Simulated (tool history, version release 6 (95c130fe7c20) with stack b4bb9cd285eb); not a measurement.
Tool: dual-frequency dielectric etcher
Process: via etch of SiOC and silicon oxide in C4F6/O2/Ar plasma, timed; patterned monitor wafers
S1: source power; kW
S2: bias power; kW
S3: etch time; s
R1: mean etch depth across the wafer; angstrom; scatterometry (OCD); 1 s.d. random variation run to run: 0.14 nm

run	hour	S1	S2	S3	R1
1	0.0	0.420	0.130	60.0	592.43
2	4.0	0.370	0.122	59.5	545.55
3	7.0	0.440	0.122	59.5	592.06
4	14.0	0.390	0.120	59.5	553.21
5	18.8	0.360	0.119	59.5	531.43
6	20.1	0.340	0.118	59.5	516.09
7	27.1	0.280	0.116	59.5	464.83

What does the tool deliver on the next run?
8	31.9	0.290	0.116	59.5	?

Logged for run 8: R1 475.58 angstrom.

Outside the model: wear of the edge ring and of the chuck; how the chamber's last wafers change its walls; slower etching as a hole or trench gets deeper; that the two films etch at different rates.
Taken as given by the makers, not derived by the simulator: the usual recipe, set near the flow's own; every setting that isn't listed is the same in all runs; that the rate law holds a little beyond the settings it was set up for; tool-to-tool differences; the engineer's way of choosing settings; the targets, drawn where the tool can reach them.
